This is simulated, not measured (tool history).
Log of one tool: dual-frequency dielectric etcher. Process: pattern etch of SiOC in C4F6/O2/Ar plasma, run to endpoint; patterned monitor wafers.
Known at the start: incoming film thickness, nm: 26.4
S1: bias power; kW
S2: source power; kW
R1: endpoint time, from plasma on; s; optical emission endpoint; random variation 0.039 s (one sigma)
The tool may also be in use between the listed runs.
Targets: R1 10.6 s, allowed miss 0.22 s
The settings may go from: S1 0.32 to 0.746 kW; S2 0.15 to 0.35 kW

run 1 hour=0 | S1=0.533 S2=0.25 | R1=9.1794
run 2 hour=6.7 | S1=0.533 S2=0.29 | R1=8.7091
run 3 hour=10.9 | S1=0.533 S2=0.25 | R1=9.1985
run 4 hour=16.2 | S1=0.533 S2=0.22 | R1=9.7365
run 5 hour=16.8 | S1=0.522 S2=0.22 | R1=9.7875
run 6 hour=17.3 | S1=0.512 S2=0.22 | R1=9.8048
run 7 hour=20.5 | S1=0.501 S2=0.22 | R1=9.976
run 8 hour=25 | S1=0.494 S2=0.22 | R1=9.9059
run 9 hour=25.6 | S1=0.484 S2=0.22 | R1=10.02
run 10 hour=29.5 | S1=0.476 S2=0.22 | R1=9.9796
run 11 hour=30.1 | S1=0.467 S2=0.22 | R1=10.057
run 12 hour=32.5 | S1=0.459 S2=0.22 | R1=10.176
run 13 hour=39.8 | S1=0.453 S2=0.22 | R1=10.197
run 14 hour=40.6 | S1=0.448 S2=0.22 | R1=10.234
run 15 hour=44 | S1=0.443 S2=0.22 | R1=10.347

Which of these 4 next moves meets every target?
run A hour=47.4 | S1=0.397 S2=0.22 | R1=?
run B hour=47.4 | S1=0.485 S2=0.22 | R1=?
run C hour=47.4 | S1=0.453 S2=0.22 | R1=?
run D hour=47.4 | S1=0.423 S2=0.24 | R1=?

move=A R1=10.509
move=B R1=9.9229
move=C R1=10.123
move=D R1=9.9588
A: meets every target
B: further off than the last run
C: further off than the last run
D: further off than the last run
Move A is the one to make.

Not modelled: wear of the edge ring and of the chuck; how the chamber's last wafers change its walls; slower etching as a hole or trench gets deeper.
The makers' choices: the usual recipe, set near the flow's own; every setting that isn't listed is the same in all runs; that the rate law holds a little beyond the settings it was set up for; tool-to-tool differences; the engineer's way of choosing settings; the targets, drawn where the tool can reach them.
